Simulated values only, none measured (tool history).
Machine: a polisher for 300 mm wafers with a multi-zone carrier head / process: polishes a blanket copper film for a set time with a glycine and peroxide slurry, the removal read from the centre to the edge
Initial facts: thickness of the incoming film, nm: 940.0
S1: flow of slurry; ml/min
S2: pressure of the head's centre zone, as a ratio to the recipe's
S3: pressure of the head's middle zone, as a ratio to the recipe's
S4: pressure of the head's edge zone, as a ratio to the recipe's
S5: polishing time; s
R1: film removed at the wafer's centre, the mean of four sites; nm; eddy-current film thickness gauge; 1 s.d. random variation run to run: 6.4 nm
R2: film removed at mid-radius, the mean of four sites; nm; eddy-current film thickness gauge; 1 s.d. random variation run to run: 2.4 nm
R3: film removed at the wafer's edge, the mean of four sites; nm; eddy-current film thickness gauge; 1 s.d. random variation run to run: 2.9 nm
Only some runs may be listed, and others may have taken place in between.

run    day   S1    S2    S3    S4  S5      R1      R2      R3
  1  0.000  230  1.00  1.00  1.00  68  292.13  299.47  288.38
  2  0.238  250  1.05  1.00  1.03  71  323.94  314.76  310.67
  3  0.342  295  1.05  1.00  1.03  71  326.25  319.02  316.63
  4  0.658  295  1.05  1.00  1.03  80  365.14  356.59  357.12
  5  0.808  245  1.05  1.00  1.03  80  363.32  354.27  352.37
  6  1.179  215  1.05  1.00  1.03  80  353.22  345.00  343.36

Run 7 is up next; what results do you expect?
  7  1.317  235  1.09  0.99  1.03  81   ?   ?   ?

Logged for run 7: R1 373.35 nm, R2 350.40 nm, R3 348.88 nm.

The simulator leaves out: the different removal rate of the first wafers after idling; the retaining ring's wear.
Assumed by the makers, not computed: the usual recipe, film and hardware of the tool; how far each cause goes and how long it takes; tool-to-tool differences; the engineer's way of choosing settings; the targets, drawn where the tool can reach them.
